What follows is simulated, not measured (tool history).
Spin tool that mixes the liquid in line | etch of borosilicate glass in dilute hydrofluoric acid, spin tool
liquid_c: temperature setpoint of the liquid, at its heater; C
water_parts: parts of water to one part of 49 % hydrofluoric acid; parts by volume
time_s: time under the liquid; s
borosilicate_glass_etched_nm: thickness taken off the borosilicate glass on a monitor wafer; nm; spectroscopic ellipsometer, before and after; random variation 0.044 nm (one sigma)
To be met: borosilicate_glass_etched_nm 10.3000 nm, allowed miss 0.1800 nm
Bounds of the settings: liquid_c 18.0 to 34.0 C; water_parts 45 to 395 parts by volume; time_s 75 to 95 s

run,hour,liquid_c,water_parts,time_s,borosilicate_glass_etched_nm
1,0.0,26.0,220,95,9.3419
2,4.7,27.0,220,95,9.7105
3,9.0,27.5,220,95,9.9568
4,16.4,27.5,190,95,11.7940
5,25.4,26.5,190,95,11.4050
6,31.4,25.5,190,95,11.0290
7,39.8,25.0,190,95,10.7880
8,40.8,24.5,190,95,10.6650
9,46.1,24.5,190,95,10.6320

Which of these 4 next moves meets every target?
A,51.4,29.0,175,75,?
B,51.4,25.5,190,95,?
C,51.4,26.0,175,85,?
D,51.4,25.5,200,95,?

move,borosilicate_glass_etched_nm
A,10.9860
B,11.0970
C,11.1690
D,10.4250
A: further off than the last run
B: further off than the last run
C: further off than the last run
D: meets every target
Move D is the one to make.
